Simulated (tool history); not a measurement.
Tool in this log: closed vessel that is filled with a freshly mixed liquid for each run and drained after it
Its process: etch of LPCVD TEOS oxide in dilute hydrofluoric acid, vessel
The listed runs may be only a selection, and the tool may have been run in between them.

| run | hour | temperature setpoint of the liquid (°C) | parts of water to one part of 49 % hydrofluoric acid (parts by volume) | time in the liquid (s) | thickness taken off the LPCVD TEOS oxide on a monitor wafer (angstrom) |
|---|---|---|---|---|---|
| 1 | 0 | 25 | 260 | 160 | 202.43 |
| 2 | 6.4 | 25.5 | 260 | 160 | 205.22 |
| 3 | 10.1 | 25.5 | 210 | 160 | 270.78 |
| 4 | 14.1 | 24.5 | 210 | 160 | 260.71 |
| 5 | 19.1 | 23.5 | 210 | 160 | 249.52 |
| 6 | 22 | 23.5 | 155 | 160 | 358.87 |
| 7 | 30 | 22 | 165 | 160 | 314.61 |

Run 8 is up next; what results do you expect?
| 8 | 35.7 | 21 | 170 | 160 | ? |

Run 8 measured thickness taken off the LPCVD TEOS oxide on a monitor wafer (angstrom) 290.78.
